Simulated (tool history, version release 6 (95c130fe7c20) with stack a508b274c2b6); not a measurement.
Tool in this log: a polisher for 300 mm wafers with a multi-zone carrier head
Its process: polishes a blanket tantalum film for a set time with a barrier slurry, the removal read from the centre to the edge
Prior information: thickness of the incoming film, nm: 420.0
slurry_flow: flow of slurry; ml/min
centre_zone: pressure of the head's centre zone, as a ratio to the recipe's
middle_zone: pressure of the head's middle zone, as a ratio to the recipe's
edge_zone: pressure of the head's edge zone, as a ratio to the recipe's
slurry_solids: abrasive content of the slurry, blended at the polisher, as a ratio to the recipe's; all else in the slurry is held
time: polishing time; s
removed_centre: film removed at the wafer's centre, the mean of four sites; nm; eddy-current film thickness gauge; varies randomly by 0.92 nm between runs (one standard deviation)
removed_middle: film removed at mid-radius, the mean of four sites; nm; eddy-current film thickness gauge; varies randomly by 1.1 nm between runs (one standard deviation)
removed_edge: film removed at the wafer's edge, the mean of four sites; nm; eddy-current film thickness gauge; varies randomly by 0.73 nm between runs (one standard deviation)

{"run": 1, "hour": 0.0, "slurry_flow": 195, "centre_zone": 1.0, "middle_zone": 1.0, "edge_zone": 1.0, "slurry_solids": 1.0, "time": 32, "removed_centre": 61.434, "removed_middle": 63.444, "removed_edge": 62.497}
{"run": 2, "hour": 5.9, "slurry_flow": 205, "centre_zone": 1.03, "middle_zone": 1.02, "edge_zone": 1.01, "slurry_solids": 1.05, "time": 32, "removed_centre": 64.126, "removed_middle": 67.271, "removed_edge": 65.095}
{"run": 3, "hour": 13.5, "slurry_flow": 215, "centre_zone": 1.07, "middle_zone": 1.02, "edge_zone": 1.01, "slurry_solids": 1.05, "time": 32, "removed_centre": 68.114, "removed_middle": 66.942, "removed_edge": 64.266}
{"run": 4, "hour": 21.7, "slurry_flow": 225, "centre_zone": 1.09, "middle_zone": 1.03, "edge_zone": 1.02, "slurry_solids": 1.1, "time": 32, "removed_centre": 70.457, "removed_middle": 69.105, "removed_edge": 68.168}
{"run": 5, "hour": 24.2, "slurry_flow": 225, "centre_zone": 1.09, "middle_zone": 1.03, "edge_zone": 1.02, "slurry_solids": 1.1, "time": 35, "removed_centre": 76.602, "removed_middle": 76.425, "removed_edge": 73.557}
{"run": 6, "hour": 28.1, "slurry_flow": 225, "centre_zone": 1.09, "middle_zone": 1.03, "edge_zone": 1.07, "slurry_solids": 1.1, "time": 35, "removed_centre": 79.154, "removed_middle": 76.776, "removed_edge": 75.081}
{"run": 7, "hour": 29.5, "slurry_flow": 220, "centre_zone": 1.1, "middle_zone": 1.03, "edge_zone": 1.05, "slurry_solids": 1.05, "time": 35, "removed_centre": 75.411, "removed_middle": 74.083, "removed_edge": 72.416}

Predict the results of run 8:
{"run": 8, "hour": 31.5, "slurry_flow": 235, "centre_zone": 1.17, "middle_zone": 1.04, "edge_zone": 0.99, "slurry_solids": 1.05, "time": 35, "removed_centre": "?", "removed_middle": "?", "removed_edge": "?"}

Run 8 came out at removed_centre 82.878 nm, removed_middle 75.031 nm, removed_edge 71.570 nm.

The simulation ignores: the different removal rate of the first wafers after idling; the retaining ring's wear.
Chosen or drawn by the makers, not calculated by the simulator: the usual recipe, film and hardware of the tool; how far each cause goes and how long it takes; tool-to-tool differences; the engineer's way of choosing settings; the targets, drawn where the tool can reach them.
